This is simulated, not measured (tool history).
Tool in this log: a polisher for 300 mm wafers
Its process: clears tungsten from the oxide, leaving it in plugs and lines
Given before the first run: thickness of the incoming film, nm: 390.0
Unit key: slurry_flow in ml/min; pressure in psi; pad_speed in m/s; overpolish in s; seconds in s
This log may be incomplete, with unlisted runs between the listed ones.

run  hour  slurry_flow  pressure  pad_speed  slurry_solids  overpolish  seconds
  1     0          175       4.6       1.16              1          35   56.766
  2   6.5          175       4.5       1.16              1          35   57.467
  3  10.1          175       4.4       1.16              1          35   57.232
  4  14.5          175       4.2       1.16              1          35    60.91
  5  21.2          175       4.1       1.16              1          35   60.185
  6  25.5          175         4       1.16              1          35   61.621
  7  33.5          175       3.9       1.16              1          35   63.745
  8  36.9          175       3.8       1.16              1          35   64.571

Run 9, settings as shown, results not yet in. Your forecast:
  9  41.8          175       3.8       1.16              1          35        ?

seconds: 64.407 s
